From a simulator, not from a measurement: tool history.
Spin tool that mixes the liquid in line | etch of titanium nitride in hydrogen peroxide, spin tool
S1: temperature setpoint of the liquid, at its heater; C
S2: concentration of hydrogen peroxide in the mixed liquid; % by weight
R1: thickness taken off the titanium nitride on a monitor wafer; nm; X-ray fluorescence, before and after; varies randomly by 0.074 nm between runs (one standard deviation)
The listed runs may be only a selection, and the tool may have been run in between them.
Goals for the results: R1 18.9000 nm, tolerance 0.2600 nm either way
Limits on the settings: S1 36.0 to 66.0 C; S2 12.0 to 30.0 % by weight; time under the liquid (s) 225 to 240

{"run": 1, "hour": 0.0, "S1": 52.0, "S2": 23.0, "time under the liquid (s)": 225, "R1": 7.6404}
{"run": 2, "hour": 4.4, "S1": 57.0, "S2": 23.0, "time under the liquid (s)": 225, "R1": 10.903}
{"run": 3, "hour": 6.5, "S1": 58.0, "S2": 23.0, "time under the liquid (s)": 225, "R1": 11.642}
{"run": 4, "hour": 8.5, "S1": 55.5, "S2": 23.0, "time under the liquid (s)": 225, "R1": 9.7974}
{"run": 5, "hour": 10.6, "S1": 55.5, "S2": 27.0, "time under the liquid (s)": 225, "R1": 10.134}
{"run": 6, "hour": 12.1, "S1": 55.5, "S2": 23.5, "time under the liquid (s)": 225, "R1": 9.8471}
{"run": 7, "hour": 15.5, "S1": 55.5, "S2": 23.5, "time under the liquid (s)": 225, "R1": 9.8119}
{"run": 8, "hour": 19.3, "S1": 56.5, "S2": 23.5, "time under the liquid (s)": 225, "R1": 10.553}
{"run": 9, "hour": 20.9, "S1": 56.5, "S2": 23.5, "time under the liquid (s)": 225, "R1": 10.556}
{"run": 10, "hour": 23.5, "S1": 57.5, "S2": 23.5, "time under the liquid (s)": 225, "R1": 11.312}
{"run": 11, "hour": 25.4, "S1": 58.0, "S2": 23.5, "time under the liquid (s)": 225, "R1": 11.793}
{"run": 12, "hour": 28.2, "S1": 58.5, "S2": 23.5, "time under the liquid (s)": 225, "R1": 12.109}
{"run": 13, "hour": 30.8, "S1": 58.5, "S2": 23.5, "time under the liquid (s)": 225, "R1": 12.018}
{"run": 14, "hour": 32.9, "S1": 59.0, "S2": 23.5, "time under the liquid (s)": 225, "R1": 12.611}
{"run": 15, "hour": 35.8, "S1": 59.5, "S2": 23.5, "time under the liquid (s)": 225, "R1": 12.899}
{"run": 16, "hour": 36.9, "S1": 60.0, "S2": 23.5, "time under the liquid (s)": 225, "R1": 13.491}
{"run": 17, "hour": 42.2, "S1": 60.5, "S2": 23.5, "time under the liquid (s)": 225, "R1": 13.889}
{"run": 18, "hour": 50.1, "S1": 61.0, "S2": 23.5, "time under the liquid (s)": 225, "R1": 14.433}
{"run": 19, "hour": 53.9, "S1": 61.5, "S2": 23.5, "time under the liquid (s)": 225, "R1": 14.789}
{"run": 20, "hour": 61.0, "S1": 61.5, "S2": 23.5, "time under the liquid (s)": 225, "R1": 14.857}

5 next moves are on the table. One of them brings every result within its allowed miss. Which?
{"run": "A", "hour": 68.1, "S1": 58.5, "S2": 26.5, "time under the liquid (s)": 225, "R1": "?"}
{"run": "B", "hour": 68.1, "S1": 64.0, "S2": 24.5, "time under the liquid (s)": 240, "R1": "?"}
{"run": "C", "hour": 68.1, "S1": 65.0, "S2": 20.5, "time under the liquid (s)": 240, "R1": "?"}
{"run": "D", "hour": 68.1, "S1": 62.0, "S2": 24.0, "time under the liquid (s)": 240, "R1": "?"}
{"run": "E", "hour": 68.1, "S1": 55.5, "S2": 27.0, "time under the liquid (s)": 225, "R1": "?"}

move=A R1=12.4140
move=B R1=18.8640
move=C R1=19.3920
move=D R1=16.4320
move=E R1=10.1280
A: moves away from the targets compared with the last run
B: in spec on every target
C: takes the result that was furthest off past its target
D: moves toward the targets from the last run without getting all of them in spec
E: moves away from the targets compared with the last run
The move that meets every target is B.
